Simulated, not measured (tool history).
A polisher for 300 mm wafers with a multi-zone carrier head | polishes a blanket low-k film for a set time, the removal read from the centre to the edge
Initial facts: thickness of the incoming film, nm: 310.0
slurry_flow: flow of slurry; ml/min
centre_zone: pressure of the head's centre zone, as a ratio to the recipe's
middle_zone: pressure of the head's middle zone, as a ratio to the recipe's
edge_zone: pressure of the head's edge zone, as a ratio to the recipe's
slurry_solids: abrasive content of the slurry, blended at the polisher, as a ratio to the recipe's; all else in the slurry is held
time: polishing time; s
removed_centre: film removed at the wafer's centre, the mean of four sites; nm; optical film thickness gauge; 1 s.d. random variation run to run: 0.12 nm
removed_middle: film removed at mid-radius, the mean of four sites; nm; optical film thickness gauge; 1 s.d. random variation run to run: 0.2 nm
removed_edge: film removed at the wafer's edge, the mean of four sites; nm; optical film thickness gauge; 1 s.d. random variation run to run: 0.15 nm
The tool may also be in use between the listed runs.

run  hour  slurry_flow  centre_zone  middle_zone  edge_zone  slurry_solids  time  removed_centre  removed_middle  removed_edge
  1   0.0          225         1.00         1.00       1.00           1.00    40          9.9145         10.1890       10.1470
  2   5.2          200         1.00         1.00       1.00           1.00    40          9.7344          9.9723       10.3330
  3  11.8          165         1.00         1.00       1.00           1.00    40          9.3408          9.5398        9.8157
  4  19.3          165         1.00         1.00       1.00           1.15    40         10.0080         10.3940       10.4390
  5  25.1          165         1.00         1.00       1.00           1.15    48         12.2180         12.5240       13.0010
  6  27.8          165         0.92         1.00       1.00           1.15    48         11.2880         12.4740       12.4830

Forecast run 7:
  7  29.8          190         0.93         1.02       0.99           1.15    48               ?               ?             ?

{"run 7": {"removed_centre": 11.708, "removed_middle": 13.277, "removed_edge": 12.843}}

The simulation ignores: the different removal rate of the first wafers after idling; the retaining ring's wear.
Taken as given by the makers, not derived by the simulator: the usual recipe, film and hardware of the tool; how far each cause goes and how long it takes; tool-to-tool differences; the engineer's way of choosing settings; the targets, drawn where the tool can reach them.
